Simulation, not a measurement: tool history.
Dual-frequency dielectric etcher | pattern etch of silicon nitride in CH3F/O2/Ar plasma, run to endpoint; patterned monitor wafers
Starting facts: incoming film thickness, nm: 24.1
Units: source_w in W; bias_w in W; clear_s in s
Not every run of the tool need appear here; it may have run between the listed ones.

| run | hour | source_w | bias_w | clear_s |
|---|---|---|---|---|
| 1 | 0 | 390 | 82 | 33.465 |
| 2 | 8.8 | 390 | 74 | 35.787 |
| 3 | 15.5 | 410 | 75 | 34.557 |
| 4 | 22.6 | 410 | 69 | 36.448 |
| 5 | 28.7 | 410 | 74 | 34.893 |
| 6 | 36.7 | 420 | 75 | 34.45 |
| 7 | 44.9 | 430 | 76 | 33.294 |

For run 8, what comes out?
| 8 | 53.5 | 440 | 76 | ? |

clear_s: 33.092 s
